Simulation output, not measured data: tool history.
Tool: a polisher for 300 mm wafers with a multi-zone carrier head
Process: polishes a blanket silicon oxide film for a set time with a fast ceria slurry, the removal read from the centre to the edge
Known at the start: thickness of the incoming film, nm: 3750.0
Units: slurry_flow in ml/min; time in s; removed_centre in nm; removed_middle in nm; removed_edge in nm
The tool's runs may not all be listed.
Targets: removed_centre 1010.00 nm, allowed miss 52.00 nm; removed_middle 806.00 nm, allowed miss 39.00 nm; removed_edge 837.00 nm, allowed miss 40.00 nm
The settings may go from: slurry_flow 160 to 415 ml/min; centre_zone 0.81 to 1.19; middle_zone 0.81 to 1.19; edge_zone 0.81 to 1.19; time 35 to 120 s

{"run": 1, "hour": 0.0, "slurry_flow": 265, "centre_zone": 1.0, "middle_zone": 1.0, "edge_zone": 1.0, "time": 77, "removed_centre": 1289.8, "removed_middle": 1305.7, "removed_edge": 1282.2}
{"run": 2, "hour": 6.1, "slurry_flow": 265, "centre_zone": 1.02, "middle_zone": 0.98, "edge_zone": 0.98, "time": 72, "removed_centre": 1223.4, "removed_middle": 1227.0, "removed_edge": 1209.8}
{"run": 3, "hour": 14.4, "slurry_flow": 275, "centre_zone": 1.05, "middle_zone": 0.95, "edge_zone": 0.95, "time": 67, "removed_centre": 1204.6, "removed_middle": 1130.2, "removed_edge": 1086.9}
{"run": 4, "hour": 18.0, "slurry_flow": 275, "centre_zone": 0.99, "middle_zone": 0.95, "edge_zone": 0.95, "time": 67, "removed_centre": 1103.2, "removed_middle": 1091.8, "removed_edge": 1107.2}
{"run": 5, "hour": 20.4, "slurry_flow": 280, "centre_zone": 1.01, "middle_zone": 0.93, "edge_zone": 0.94, "time": 64, "removed_centre": 1054.5, "removed_middle": 1056.3, "removed_edge": 1030.4}
{"run": 6, "hour": 26.8, "slurry_flow": 265, "centre_zone": 1.04, "middle_zone": 0.91, "edge_zone": 0.96, "time": 61, "removed_centre": 1055.6, "removed_middle": 957.43, "removed_edge": 1000.8}
{"run": 7, "hour": 28.7, "slurry_flow": 265, "centre_zone": 1.05, "middle_zone": 0.89, "edge_zone": 0.94, "time": 60, "removed_centre": 1030.0, "removed_middle": 944.28, "removed_edge": 937.73}
{"run": 8, "hour": 30.4, "slurry_flow": 265, "centre_zone": 1.05, "middle_zone": 0.89, "edge_zone": 0.94, "time": 60, "removed_centre": 1028.9, "removed_middle": 931.44, "removed_edge": 959.26}
{"run": 9, "hour": 32.1, "slurry_flow": 260, "centre_zone": 1.06, "middle_zone": 0.87, "edge_zone": 0.93, "time": 59, "removed_centre": 1026.5, "removed_middle": 899.86, "removed_edge": 939.22}
{"run": 10, "hour": 36.1, "slurry_flow": 260, "centre_zone": 1.07, "middle_zone": 0.86, "edge_zone": 0.92, "time": 58, "removed_centre": 1016.0, "removed_middle": 846.37, "removed_edge": 930.14}
{"run": 11, "hour": 40.7, "slurry_flow": 265, "centre_zone": 1.08, "middle_zone": 0.86, "edge_zone": 0.92, "time": 57, "removed_centre": 971.61, "removed_middle": 847.94, "removed_edge": 912.93}

Which of these 4 next moves meets every target?
{"run": "A", "hour": 45.3, "slurry_flow": 270, "centre_zone": 1.08, "middle_zone": 0.97, "edge_zone": 0.88, "time": 52, "removed_centre": "?", "removed_middle": "?", "removed_edge": "?"}
{"run": "B", "hour": 45.3, "slurry_flow": 195, "centre_zone": 1.17, "middle_zone": 1.01, "edge_zone": 0.81, "time": 53, "removed_centre": "?", "removed_middle": "?", "removed_edge": "?"}
{"run": "C", "hour": 45.3, "slurry_flow": 180, "centre_zone": 1.19, "middle_zone": 0.88, "edge_zone": 0.9, "time": 54, "removed_centre": "?", "removed_middle": "?", "removed_edge": "?"}
{"run": "D", "hour": 45.3, "slurry_flow": 215, "centre_zone": 1.12, "middle_zone": 0.9, "edge_zone": 0.88, "time": 59, "removed_centre": "?", "removed_middle": "?", "removed_edge": "?"}

move=A removed_centre=929.93 removed_middle=857.05 removed_edge=808.08
move=B removed_centre=980.45 removed_middle=874.94 removed_edge=777.64
move=C removed_centre=1002.90 removed_middle=787.28 removed_edge=822.26
move=D removed_centre=1062.10 removed_middle=893.57 removed_edge=902.75
A: brings the result that was furthest off to its target, and leaves another outside
B: takes the result that was furthest off past its target
C: meets every target
D: further off than the last run
The right move is C.
